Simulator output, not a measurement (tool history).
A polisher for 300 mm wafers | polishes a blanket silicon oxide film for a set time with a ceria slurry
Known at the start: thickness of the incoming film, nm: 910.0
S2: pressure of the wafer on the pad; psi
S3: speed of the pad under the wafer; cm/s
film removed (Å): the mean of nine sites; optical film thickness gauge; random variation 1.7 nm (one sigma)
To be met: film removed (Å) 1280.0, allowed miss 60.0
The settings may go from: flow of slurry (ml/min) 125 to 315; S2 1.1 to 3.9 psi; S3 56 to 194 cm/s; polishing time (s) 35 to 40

Run 1, day 0.000: flow of slurry (ml/min) 205, S2 2.5 psi, S3 124 cm/s, polishing time (s) 40. Result: film removed (Å) 1874.7.
Run 2, day 0.258: flow of slurry (ml/min) 205, S2 2.4 psi, S3 124 cm/s, polishing time (s) 40. Result: film removed (Å) 1774.3.
Run 3, day 0.517: flow of slurry (ml/min) 205, S2 2.4 psi, S3 138 cm/s, polishing time (s) 40. Result: film removed (Å) 2002.7.
Run 4, day 0.804: flow of slurry (ml/min) 205, S2 2.3 psi, S3 138 cm/s, polishing time (s) 40. Result: film removed (Å) 1935.6.
Run 5, day 0.996: flow of slurry (ml/min) 205, S2 2.3 psi, S3 138 cm/s, polishing time (s) 40. Result: film removed (Å) 1937.5.
At day 1.104: slurry nozzle cleaned.
Run 6, day 1.104: flow of slurry (ml/min) 205, S2 2.2 psi, S3 138 cm/s, polishing time (s) 40. Result: film removed (Å) 2006.7.
Run 7, day 1.346: flow of slurry (ml/min) 205, S2 2.1 psi, S3 132 cm/s, polishing time (s) 40. Result: film removed (Å) 1804.7.
Run 8, day 1.579: flow of slurry (ml/min) 205, S2 2.0 psi, S3 130 cm/s, polishing time (s) 40. Result: film removed (Å) 1701.8.
Run 9, day 1.858: flow of slurry (ml/min) 205, S2 1.9 psi, S3 130 cm/s, polishing time (s) 40. Result: film removed (Å) 1619.0.
Run 10, day 2.200: flow of slurry (ml/min) 205, S2 1.8 psi, S3 130 cm/s, polishing time (s) 40. Result: film removed (Å) 1567.2.

4 next moves are on the table. One of them brings every result within its allowed miss. Which?
Run A, day 2.542: flow of slurry (ml/min) 230, S2 1.8 psi, S3 122 cm/s, polishing time (s) 35. Result: film removed (Å) ?.
Run B, day 2.542: flow of slurry (ml/min) 200, S2 1.7 psi, S3 130 cm/s, polishing time (s) 40. Result: film removed (Å) ?.
Run C, day 2.542: flow of slurry (ml/min) 135, S2 1.8 psi, S3 130 cm/s, polishing time (s) 39. Result: film removed (Å) ?.
Run D, day 2.542: flow of slurry (ml/min) 220, S2 1.8 psi, S3 140 cm/s, polishing time (s) 35. Result: film removed (Å) ?.

move  film removed (Å)
   A            1282.0
   B            1447.9
   C            1387.2
   D            1457.1
A: meets every target
B: nearer than the last run, and not there yet
C: nearer than the last run, and not there yet
D: nearer than the last run, and not there yet
Move A is the one to make.

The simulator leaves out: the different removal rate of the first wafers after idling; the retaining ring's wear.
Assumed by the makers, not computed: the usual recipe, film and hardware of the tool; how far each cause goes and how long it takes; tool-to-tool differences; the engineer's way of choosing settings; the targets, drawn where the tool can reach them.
